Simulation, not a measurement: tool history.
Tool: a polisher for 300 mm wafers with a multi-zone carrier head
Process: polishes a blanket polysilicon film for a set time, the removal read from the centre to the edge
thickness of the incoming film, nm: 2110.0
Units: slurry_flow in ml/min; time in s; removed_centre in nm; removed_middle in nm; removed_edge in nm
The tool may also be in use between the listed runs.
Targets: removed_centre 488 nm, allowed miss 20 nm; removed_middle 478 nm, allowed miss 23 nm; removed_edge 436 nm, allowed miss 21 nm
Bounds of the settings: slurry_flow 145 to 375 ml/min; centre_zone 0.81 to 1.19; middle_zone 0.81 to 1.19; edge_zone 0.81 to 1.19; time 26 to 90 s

{"run": 1, "hour": 0.0, "slurry_flow": 240, "centre_zone": 1, "middle_zone": 1, "edge_zone": 1, "time": 58, "removed_centre": 602.68, "removed_middle": 610.38, "removed_edge": 609.78}
{"run": 2, "hour": 3.4, "slurry_flow": 210, "centre_zone": 1, "middle_zone": 1, "edge_zone": 1, "time": 58, "removed_centre": 617.12, "removed_middle": 610.54, "removed_edge": 599.14}
{"run": 3, "hour": 10.1, "slurry_flow": 195, "centre_zone": 0.99, "middle_zone": 1, "edge_zone": 0.97, "time": 54, "removed_centre": 557.89, "removed_middle": 568.2, "removed_edge": 553.98}
{"run": 4, "hour": 11.6, "slurry_flow": 185, "centre_zone": 1.01, "middle_zone": 1.01, "edge_zone": 0.95, "time": 51, "removed_centre": 522.98, "removed_middle": 530.18, "removed_edge": 519.62}
{"run": 5, "hour": 17.7, "slurry_flow": 185, "centre_zone": 1.01, "middle_zone": 0.94, "edge_zone": 0.95, "time": 51, "removed_centre": 528.6, "removed_middle": 484.38, "removed_edge": 506.63}
{"run": 6, "hour": 25.8, "slurry_flow": 180, "centre_zone": 1.03, "middle_zone": 0.97, "edge_zone": 0.91, "time": 49, "removed_centre": 520.42, "removed_middle": 490.5, "removed_edge": 468.03}
{"run": 7, "hour": 31.3, "slurry_flow": 180, "centre_zone": 1.02, "middle_zone": 0.97, "edge_zone": 0.89, "time": 49, "removed_centre": 513.14, "removed_middle": 491.36, "removed_edge": 486.1}
{"run": 8, "hour": 31.9, "slurry_flow": 175, "centre_zone": 1.03, "middle_zone": 0.99, "edge_zone": 0.88, "time": 48, "removed_centre": 508.91, "removed_middle": 497.79, "removed_edge": 461.28}

4 next moves are on the table. One of them brings every result within its allowed miss. Which?
{"run": "A", "hour": 32.5, "slurry_flow": 205, "centre_zone": 1.15, "middle_zone": 1.14, "edge_zone": 0.81, "time": 42, "removed_centre": "?", "removed_middle": "?", "removed_edge": "?"}
{"run": "B", "hour": 32.5, "slurry_flow": 260, "centre_zone": 1.06, "middle_zone": 1.06, "edge_zone": 0.92, "time": 43, "removed_centre": "?", "removed_middle": "?", "removed_edge": "?"}
{"run": "C", "hour": 32.5, "slurry_flow": 170, "centre_zone": 0.98, "middle_zone": 1.16, "edge_zone": 0.82, "time": 48, "removed_centre": "?", "removed_middle": "?", "removed_edge": "?"}
{"run": "D", "hour": 32.5, "slurry_flow": 195, "centre_zone": 1.09, "middle_zone": 1.07, "edge_zone": 0.81, "time": 47, "removed_centre": "?", "removed_middle": "?", "removed_edge": "?"}

move=A removed_centre=499.52 removed_middle=491.23 removed_edge=394.99
move=B removed_centre=480.03 removed_middle=481 removed_edge=434.32
move=C removed_centre=478.46 removed_middle=562.43 removed_edge=449
move=D removed_centre=527.17 removed_middle=518.88 removed_edge=441.19
A: takes the result that was furthest off past its target
B: meets every target
C: brings the result that was furthest off to its target, and leaves another outside
D: brings the result that was furthest off to its target, and leaves another outside
The right move is B.
